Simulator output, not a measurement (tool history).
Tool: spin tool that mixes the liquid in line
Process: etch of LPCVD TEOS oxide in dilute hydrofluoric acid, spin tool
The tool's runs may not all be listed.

run,hour,temperature setpoint of the liquid (K),parts of water to one part of 49 % hydrofluoric acid (parts by volume),time under the liquid (s),thickness taken off the LPCVD TEOS oxide on a monitor wafer (nm)
1,0.0,299.15,245,15,1.9207
2,2.2,301.15,210,15,2.5091
3,7.5,302.65,190,15,3.0329
4,8.7,302.65,190,15,2.9921
5,10.3,302.65,235,15,2.3567
6,17.2,304.15,210,15,2.7881
7,26.0,307.15,120,15,6.1628
8,33.1,307.15,120,15,6.2104

Run 9 comes next. What will it give?
9,37.0,303.15,130,15,?

thickness taken off the LPCVD TEOS oxide on a monitor wafer (nm): 4.9266
